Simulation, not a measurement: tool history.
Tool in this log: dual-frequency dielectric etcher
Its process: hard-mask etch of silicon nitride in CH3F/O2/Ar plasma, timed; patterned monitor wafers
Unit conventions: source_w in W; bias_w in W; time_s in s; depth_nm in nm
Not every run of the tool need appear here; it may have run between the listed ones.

| run | day | source_w | bias_w | time_s | depth_nm |
|---|---|---|---|---|---|
| 1 | 0 | 440 | 96 | 286 | 232.12 |
| 2 | 0.129 | 440 | 80 | 286 | 213.81 |
| 3 | 0.246 | 440 | 91 | 286 | 226.57 |
| 4 | 0.358 | 440 | 91 | 286 | 226.79 |
| 5 | 0.592 | 440 | 91 | 298.5 | 235.99 |
| 6 | 0.821 | 440 | 91 | 286 | 226.44 |
| 7 | 1.067 | 470 | 92 | 286 | 234.48 |

Predict the results of run 8:
| 8 | 1.367 | 490 | 92 | 286 | ? |

Run 8 came out at depth_nm 239.51 nm.

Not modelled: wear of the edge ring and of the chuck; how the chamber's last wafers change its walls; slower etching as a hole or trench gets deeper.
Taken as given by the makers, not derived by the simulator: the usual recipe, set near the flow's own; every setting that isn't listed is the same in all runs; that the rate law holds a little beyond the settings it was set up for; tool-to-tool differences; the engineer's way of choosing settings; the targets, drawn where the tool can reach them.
